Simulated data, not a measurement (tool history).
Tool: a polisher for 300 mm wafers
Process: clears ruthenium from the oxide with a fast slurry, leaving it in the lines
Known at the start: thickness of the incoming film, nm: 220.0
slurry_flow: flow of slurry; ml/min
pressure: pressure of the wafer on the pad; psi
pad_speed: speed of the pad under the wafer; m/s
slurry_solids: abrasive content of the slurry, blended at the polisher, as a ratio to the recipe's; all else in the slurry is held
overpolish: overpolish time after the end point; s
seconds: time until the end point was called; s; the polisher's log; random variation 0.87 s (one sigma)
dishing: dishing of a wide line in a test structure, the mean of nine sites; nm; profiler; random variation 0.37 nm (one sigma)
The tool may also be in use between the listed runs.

| run | day | slurry_flow | pressure | pad_speed | slurry_solids | overpolish | seconds | dishing |
|---|---|---|---|---|---|---|---|---|
| 1 | 0 | 315 | 2.5 | 1.1 | 1 | 28 | 58.779 | 79.108 |
| 2 | 0.242 | 315 | 2.5 | 1.1 | 1.1 | 28 | 57.092 | 79.292 |
| 3 | 0.517 | 315 | 2.9 | 1.1 | 1.1 | 28 | 49.69 | 87.776 |
| 4 | 0.662 | 315 | 2.6 | 1.04 | 1.2 | 23 | 55.669 | 70.01 |
|  | 0.775 | head pressure recalibrated |
| 5 | 0.775 | 315 | 2.6 | 1.04 | 1.3 | 23 | 51.823 | 74.053 |
| 6 | 1.038 | 315 | 2.6 | 1.04 | 1.15 | 23 | 54.359 | 70.367 |
| 7 | 1.267 | 320 | 2.3 | 0.98 | 1.15 | 19 | 63.453 | 51.239 |
| 8 | 1.442 | 325 | 2.1 | 0.98 | 1.15 | 17 | 67.235 | 45.061 |
| 9 | 1.758 | 330 | 1.4 | 0.98 | 1.15 | 10 | 90.984 | 21.047 |
| 10 | 1.867 | 330 | 1.5 | 0.96 | 1.15 | 11 | 89.27 | 23.408 |
| 11 | 2.096 | 330 | 1.6 | 0.94 | 1.15 | 12 | 84.565 | 26.173 |
| 12 | 2.425 | 330 | 1.7 | 0.92 | 1.15 | 18 | 85.172 | 39.174 |
| 13 | 2.625 | 315 | 1.7 | 0.96 | 1.15 | 18 | 80.387 | 39.853 |

Forecast run 14:
| 14 | 2.692 | 340 | 1.7 | 0.98 | 1.15 | 18 | ? | ? |

Run 14 gave seconds 79.485 s, dishing 41.376 nm.

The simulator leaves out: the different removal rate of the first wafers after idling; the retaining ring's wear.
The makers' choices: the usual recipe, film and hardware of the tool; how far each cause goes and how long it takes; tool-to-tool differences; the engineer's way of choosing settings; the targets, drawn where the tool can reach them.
